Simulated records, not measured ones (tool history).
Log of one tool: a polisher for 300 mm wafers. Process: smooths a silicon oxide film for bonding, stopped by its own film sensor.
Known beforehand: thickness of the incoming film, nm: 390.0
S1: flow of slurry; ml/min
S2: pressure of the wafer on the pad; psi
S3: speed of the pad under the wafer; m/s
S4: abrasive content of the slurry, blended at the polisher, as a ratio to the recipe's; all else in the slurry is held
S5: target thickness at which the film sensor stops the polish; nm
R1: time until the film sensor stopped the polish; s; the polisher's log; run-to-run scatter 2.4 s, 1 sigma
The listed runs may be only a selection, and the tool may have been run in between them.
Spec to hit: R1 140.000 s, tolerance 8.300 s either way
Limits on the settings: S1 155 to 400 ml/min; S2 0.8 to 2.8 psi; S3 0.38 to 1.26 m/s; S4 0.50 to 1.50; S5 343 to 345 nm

run,hour,S1,S2,S3,S4,S5,R1
1,0.0,255,1.8,0.82,1.00,345,75.697
2,8.1,310,1.8,0.82,1.00,345,73.607
3,9.0,310,1.6,0.80,1.00,345,81.512
4,12.4,310,1.6,0.80,1.00,343,88.527
5,18.9,270,1.6,0.80,1.00,343,89.742
6,26.8,270,1.6,0.80,0.85,343,97.980
7,28.2,270,1.5,0.80,0.85,343,102.280
8,35.9,270,1.4,0.80,0.85,343,111.870
9,36.7,270,1.3,0.80,0.85,343,120.890
10,38.9,270,1.2,0.80,0.85,343,126.380

Which single option among these 4 for the next run brings every result within its allowed miss of target? Just one does.
A,41.1,265,1.2,0.68,0.80,343,?
B,41.1,245,0.9,0.84,0.85,343,?
C,41.1,300,1.0,0.78,0.95,343,?
D,41.1,240,1.1,0.86,0.65,344,?

move,R1
A,151.670
B,157.600
C,137.890
D,161.360
A: pushes the last run's worst result past its target
B: pushes the last run's worst result past its target
C: in spec on every target
D: pushes the last run's worst result past its target
C meets every target.

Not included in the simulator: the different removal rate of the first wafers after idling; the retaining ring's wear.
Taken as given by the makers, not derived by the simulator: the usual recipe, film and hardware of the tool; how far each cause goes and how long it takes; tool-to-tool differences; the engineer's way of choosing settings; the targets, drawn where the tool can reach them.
